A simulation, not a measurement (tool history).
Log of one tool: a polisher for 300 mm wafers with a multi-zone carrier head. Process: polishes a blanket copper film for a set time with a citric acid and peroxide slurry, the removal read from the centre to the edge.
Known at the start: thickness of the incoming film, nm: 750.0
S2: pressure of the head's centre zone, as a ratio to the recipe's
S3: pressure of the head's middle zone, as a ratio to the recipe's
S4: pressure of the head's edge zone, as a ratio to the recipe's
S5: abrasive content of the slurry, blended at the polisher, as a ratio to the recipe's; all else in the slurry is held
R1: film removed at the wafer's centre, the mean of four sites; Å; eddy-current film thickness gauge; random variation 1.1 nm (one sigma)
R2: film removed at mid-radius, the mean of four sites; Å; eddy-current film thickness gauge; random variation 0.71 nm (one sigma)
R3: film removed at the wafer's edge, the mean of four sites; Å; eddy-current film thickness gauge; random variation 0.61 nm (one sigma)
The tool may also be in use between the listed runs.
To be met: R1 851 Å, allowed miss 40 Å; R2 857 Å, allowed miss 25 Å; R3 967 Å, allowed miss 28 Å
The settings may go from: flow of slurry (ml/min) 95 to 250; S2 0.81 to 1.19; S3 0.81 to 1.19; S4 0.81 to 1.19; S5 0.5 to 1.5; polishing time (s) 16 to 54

Run 1, hour 0: flow of slurry (ml/min) 160, S2 1, S3 1, S4 1, S5 1, polishing time (s) 35. Result: R1 882.14 Å, R2 908.87 Å, R3 950.79 Å.
Run 2, hour 3.5: flow of slurry (ml/min) 160, S2 1, S3 1, S4 1, S5 1, polishing time (s) 31. Result: R1 772.79 Å, R2 803.77 Å, R3 843.97 Å.
Run 3, hour 7.2: flow of slurry (ml/min) 160, S2 0.94, S3 1, S4 1, S5 1, polishing time (s) 31. Result: R1 723.15 Å, R2 801.89 Å, R3 844.62 Å.
Run 4, hour 8.2: flow of slurry (ml/min) 165, S2 0.95, S3 1, S4 1.02, S5 1, polishing time (s) 31. Result: R1 752.26 Å, R2 806.86 Å, R3 855.51 Å.
Run 5, hour 9: flow of slurry (ml/min) 165, S2 0.87, S3 1, S4 1.02, S5 1, polishing time (s) 31. Result: R1 680.74 Å, R2 799.62 Å, R3 870.41 Å.
Run 6, hour 16: flow of slurry (ml/min) 165, S2 0.87, S3 1, S4 1.02, S5 1, polishing time (s) 25. Result: R1 553.52 Å, R2 667.21 Å, R3 688.39 Å.
Run 7, hour 24: flow of slurry (ml/min) 170, S2 0.88, S3 1, S4 1.04, S5 1.05, polishing time (s) 26. Result: R1 589.09 Å, R2 699.73 Å, R3 739.06 Å.
Run 8, hour 32.6: flow of slurry (ml/min) 175, S2 0.9, S3 1, S4 1.05, S5 1.1, polishing time (s) 26. Result: R1 623.71 Å, R2 714 Å, R3 756.89 Å.
Run 9, hour 36.9: flow of slurry (ml/min) 180, S2 0.91, S3 1, S4 1.07, S5 1.15, polishing time (s) 26. Result: R1 635.18 Å, R2 728.46 Å, R3 767.29 Å.
Run 10, hour 42.4: flow of slurry (ml/min) 180, S2 0.92, S3 0.99, S4 1.08, S5 1.2, polishing time (s) 26. Result: R1 636.81 Å, R2 728.47 Å, R3 784.71 Å.
Run 11, hour 47.4: flow of slurry (ml/min) 185, S2 0.94, S3 0.99, S4 1.09, S5 1.25, polishing time (s) 26. Result: R1 659.87 Å, R2 735.49 Å, R3 792.36 Å.
Run 12, hour 56.3: flow of slurry (ml/min) 185, S2 0.95, S3 0.99, S4 1.1, S5 1.3, polishing time (s) 26. Result: R1 680.16 Å, R2 733.34 Å, R3 802.42 Å.
Run 13, hour 61.5: flow of slurry (ml/min) 190, S2 0.96, S3 0.99, S4 1.11, S5 1.35, polishing time (s) 26. Result: R1 706.44 Å, R2 748.63 Å, R3 823.12 Å.

4 next moves are on the table. One of them brings every result within its allowed miss. Which?
Run A, hour 66.7: flow of slurry (ml/min) 195, S2 1.19, S3 0.89, S4 1.07, S5 1.35, polishing time (s) 24. Result: R1 ?, R2 ?, R3 ?.
Run B, hour 66.7: flow of slurry (ml/min) 250, S2 1.13, S3 1.19, S4 0.87, S5 1.35, polishing time (s) 24. Result: R1 ?, R2 ?, R3 ?.
Run C, hour 66.7: flow of slurry (ml/min) 210, S2 0.93, S3 0.87, S4 1.16, S5 1.2, polishing time (s) 33. Result: R1 ?, R2 ?, R3 ?.
Run D, hour 66.7: flow of slurry (ml/min) 240, S2 1, S3 0.96, S4 1.17, S5 1.4, polishing time (s) 29. Result: R1 ?, R2 ?, R3 ?.

move      R1      R2      R3
   A  772.99  630.48  748.46
   B  783.26   848.6  704.17
   C  848.57  843.47  1054.9
   D  847.79  854.46  980.35
A: further off than the last run
B: further off than the last run
C: takes the result that was furthest off past its target
D: meets every target
The right move is D.
